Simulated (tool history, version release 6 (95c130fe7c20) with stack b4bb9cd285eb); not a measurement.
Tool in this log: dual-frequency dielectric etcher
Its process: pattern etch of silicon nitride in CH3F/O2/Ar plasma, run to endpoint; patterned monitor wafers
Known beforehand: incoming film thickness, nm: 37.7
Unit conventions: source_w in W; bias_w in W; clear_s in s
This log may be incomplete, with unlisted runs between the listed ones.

Run 1, day 0.000: source_w 360 W, bias_w 95 W. Result: clear_s 48.078 s.
Run 2, day 0.129: source_w 370 W, bias_w 97 W. Result: clear_s 47.653 s.
Run 3, day 0.162: source_w 410 W, bias_w 97 W. Result: clear_s 46.387 s.
Run 4, day 0.483: source_w 420 W, bias_w 99 W. Result: clear_s 46.387 s.
Run 5, day 0.608: source_w 420 W, bias_w 84 W. Result: clear_s 48.525 s.
Run 6, day 0.696: source_w 480 W, bias_w 84 W. Result: clear_s 47.099 s.
Run 7, day 0.938: source_w 480 W, bias_w 88 W. Result: clear_s 45.891 s.
Run 8, day 1.225: source_w 480 W, bias_w 90 W. Result: clear_s 46.229 s.
Run 9, day 1.333: source_w 480 W, bias_w 93 W. Result: clear_s 45.136 s.
Run 10, day 1.533: source_w 480 W, bias_w 95 W. Result: clear_s 44.297 s.

For run 11, what comes out?
Run 11, day 1.650: source_w 480 W, bias_w 96 W. Result: clear_s ?.

clear_s: 44.575 s
